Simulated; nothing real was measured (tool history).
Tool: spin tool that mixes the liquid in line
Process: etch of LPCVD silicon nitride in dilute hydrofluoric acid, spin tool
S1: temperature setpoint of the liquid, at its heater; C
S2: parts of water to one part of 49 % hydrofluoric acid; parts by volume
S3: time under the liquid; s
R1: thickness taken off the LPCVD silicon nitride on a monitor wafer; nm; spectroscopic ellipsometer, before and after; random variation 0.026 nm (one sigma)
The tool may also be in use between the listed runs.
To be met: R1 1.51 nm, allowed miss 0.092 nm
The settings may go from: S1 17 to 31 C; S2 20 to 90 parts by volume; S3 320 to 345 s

| run | hour | S1 | S2 | S3 | R1 |
|---|---|---|---|---|---|
| 1 | 0 | 23 | 50 | 320 | 2.9715 |
| 2 | 9 | 22.5 | 50 | 320 | 2.866 |
| 3 | 17.3 | 22 | 50 | 320 | 2.8002 |
| 4 | 23.2 | 21.5 | 50 | 320 | 2.7427 |
| 5 | 28.9 | 21 | 50 | 320 | 2.7124 |
| 6 | 36 | 20.5 | 50 | 320 | 2.5956 |
| 7 | 40.2 | 20 | 50 | 320 | 2.4895 |
| 8 | 44.1 | 19.5 | 50 | 320 | 2.4478 |
| 9 | 46.1 | 19 | 50 | 320 | 2.245 |
| 10 | 48.3 | 18 | 55 | 320 | 1.9864 |
| 11 | 54.1 | 17.5 | 60 | 320 | 1.7526 |

Which of these 5 next moves meets every target?
| A | 59.9 | 20 | 75 | 345 | ? |
| B | 59.9 | 19 | 65 | 320 | ? |
| C | 59.9 | 17.5 | 60 | 330 | ? |
| D | 59.9 | 17.5 | 60 | 325 | ? |
| E | 59.9 | 17 | 65 | 320 | ? |

| move | R1 |
|---|---|
| A | 1.7994 |
| B | 1.7905 |
| C | 1.7967 |
| D | 1.7695 |
| E | 1.5562 |
A: further off than the last run
B: further off than the last run
C: further off than the last run
D: further off than the last run
E: meets every target
Move E is the one to make.

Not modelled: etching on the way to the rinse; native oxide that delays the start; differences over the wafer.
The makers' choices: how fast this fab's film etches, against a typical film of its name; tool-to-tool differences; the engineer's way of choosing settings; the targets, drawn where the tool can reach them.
